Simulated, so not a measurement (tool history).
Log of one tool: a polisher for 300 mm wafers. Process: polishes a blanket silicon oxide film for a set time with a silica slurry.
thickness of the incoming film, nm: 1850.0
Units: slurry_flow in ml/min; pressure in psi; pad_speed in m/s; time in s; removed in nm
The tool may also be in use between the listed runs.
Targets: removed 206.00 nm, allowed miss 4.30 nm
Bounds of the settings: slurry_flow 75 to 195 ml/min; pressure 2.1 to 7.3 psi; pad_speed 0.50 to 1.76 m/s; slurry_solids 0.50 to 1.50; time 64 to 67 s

run 1 hour=0.0 | slurry_flow=125 pressure=4.7 pad_speed=1.12 slurry_solids=1.00 time=64 | removed=225.04
run 2 hour=1.7 | slurry_flow=125 pressure=4.7 pad_speed=1.34 slurry_solids=1.00 time=64 | removed=258.75
run 3 hour=5.8 | slurry_flow=150 pressure=4.7 pad_speed=1.34 slurry_solids=1.00 time=64 | removed=265.08
run 4 hour=12.3 | slurry_flow=140 pressure=4.4 pad_speed=1.34 slurry_solids=1.00 time=64 | removed=249.57
run 5 hour=20.3 | slurry_flow=140 pressure=4.4 pad_speed=1.10 slurry_solids=1.00 time=64 | removed=213.72
run 6 hour=24.0 | slurry_flow=140 pressure=4.4 pad_speed=1.10 slurry_solids=1.15 time=64 | removed=231.39
run 7 hour=25.2 | slurry_flow=130 pressure=4.3 pad_speed=1.10 slurry_solids=1.15 time=64 | removed=223.61
run 8 hour=26.0 | slurry_flow=120 pressure=4.2 pad_speed=1.10 slurry_solids=1.15 time=64 | removed=214.07
run 9 hour=28.7 | slurry_flow=115 pressure=4.2 pad_speed=1.10 slurry_solids=1.15 time=64 | removed=215.97
run 10 hour=31.6 | slurry_flow=110 pressure=4.2 pad_speed=1.10 slurry_solids=1.15 time=64 | removed=211.85

Which of these 4 next moves meets every target?
run A hour=34.5 | slurry_flow=90 pressure=4.2 pad_speed=1.22 slurry_solids=1.15 time=65 | removed=?
run B hour=34.5 | slurry_flow=100 pressure=5.1 pad_speed=0.74 slurry_solids=1.35 time=67 | removed=?
run C hour=34.5 | slurry_flow=115 pressure=2.9 pad_speed=1.30 slurry_solids=1.40 time=67 | removed=?
run D hour=34.5 | slurry_flow=110 pressure=4.1 pad_speed=1.14 slurry_solids=1.15 time=67 | removed=?

move=A removed=219.41
move=B removed=203.96
move=C removed=194.97
move=D removed=219.51
A: further off than the last run
B: meets every target
C: takes the result that was furthest off past its target
D: further off than the last run
The right move is B.
